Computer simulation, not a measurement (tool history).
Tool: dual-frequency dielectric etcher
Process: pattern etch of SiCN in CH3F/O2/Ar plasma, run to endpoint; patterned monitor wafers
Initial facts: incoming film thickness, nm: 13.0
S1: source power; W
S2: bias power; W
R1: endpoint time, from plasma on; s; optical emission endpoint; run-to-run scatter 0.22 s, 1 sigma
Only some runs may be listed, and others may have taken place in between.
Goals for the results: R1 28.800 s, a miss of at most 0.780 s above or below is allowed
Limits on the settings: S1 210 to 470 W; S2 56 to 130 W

run,hour,S1,S2,R1
1,0.0,340,93,35.634
2,2.8,380,93,33.679
3,10.2,400,93,33.146
4,14.2,400,84,35.101
5,18.0,410,89,33.904
6,25.9,410,97,31.906
7,33.4,420,99,31.300
8,40.3,430,100,30.819
9,42.4,440,101,30.815
10,46.9,440,103,29.965

Exactly one of the 5 candidate moves below puts every result within its allowed miss. Which one?
A,51.4,430,100,?
B,51.4,420,104,?
C,51.4,420,97,?
D,51.4,420,98,?
E,51.4,450,109,?

move,R1
A,30.891
B,30.522
C,31.717
D,31.537
E,28.939
A: further off than the last run
B: further off than the last run
C: further off than the last run
D: further off than the last run
E: every result within its allowed miss
Go with E: it meets all targets.

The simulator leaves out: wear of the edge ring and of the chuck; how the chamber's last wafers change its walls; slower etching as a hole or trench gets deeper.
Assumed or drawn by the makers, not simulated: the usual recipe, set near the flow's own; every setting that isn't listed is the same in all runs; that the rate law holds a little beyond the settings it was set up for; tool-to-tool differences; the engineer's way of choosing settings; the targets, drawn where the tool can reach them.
